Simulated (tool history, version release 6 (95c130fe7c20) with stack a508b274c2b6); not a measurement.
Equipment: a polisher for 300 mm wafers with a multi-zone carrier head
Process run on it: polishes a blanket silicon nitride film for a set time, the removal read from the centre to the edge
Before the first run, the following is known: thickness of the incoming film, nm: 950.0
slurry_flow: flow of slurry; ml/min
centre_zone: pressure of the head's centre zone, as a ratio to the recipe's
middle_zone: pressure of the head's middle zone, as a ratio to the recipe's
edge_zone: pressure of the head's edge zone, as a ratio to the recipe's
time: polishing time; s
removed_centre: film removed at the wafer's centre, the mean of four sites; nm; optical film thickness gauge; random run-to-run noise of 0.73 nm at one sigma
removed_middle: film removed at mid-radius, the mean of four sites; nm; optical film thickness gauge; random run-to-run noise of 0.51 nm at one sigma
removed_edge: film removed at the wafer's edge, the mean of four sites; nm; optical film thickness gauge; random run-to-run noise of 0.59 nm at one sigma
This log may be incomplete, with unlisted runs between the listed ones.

run	day	slurry_flow	centre_zone	middle_zone	edge_zone	time	removed_centre	removed_middle	removed_edge
1	0.000	250	1.00	1.00	1.00	36	78.919	83.052	83.617
2	0.275	250	1.00	0.96	1.00	36	80.173	80.721	82.421
3	0.379	250	1.00	0.96	1.00	44	100.480	99.272	100.200
4	0.508	250	0.93	0.96	1.00	44	91.154	96.335	100.350
5	0.629	245	0.92	0.95	0.98	42	85.917	92.373	95.001
6	0.808	245	0.84	0.95	0.98	42	78.929	93.631	94.561
7	1.054	240	0.84	0.93	0.98	40	75.077	85.113	88.324
8	1.233	235	0.84	0.92	0.98	38	73.308	81.766	84.879
9	1.346	235	0.84	0.92	0.98	38	71.682	82.072	84.228
10	1.704	235	0.84	0.91	0.99	36	68.857	77.642	80.902
11	1.825	230	0.84	0.90	1.00	34	65.922	70.221	74.673
12	2.188	230	0.84	0.91	1.02	33	61.311	70.362	73.692
13	2.562	225	0.84	0.90	1.03	32	59.979	67.527	72.691
14	2.742	220	0.84	0.89	1.03	31	58.095	63.450	69.604
15	2.979	220	0.84	0.89	1.03	31	58.492	63.951	70.476
16	3.229	195	0.81	0.84	0.96	26	45.066	49.364	56.961

Run 17, settings as shown, results not yet in. Your forecast:
17	3.254	205	0.81	0.84	0.97	26	?	?	?

For run 17 the tool returned removed_centre 45.399 nm, removed_middle 50.977 nm, removed_edge 57.269 nm.
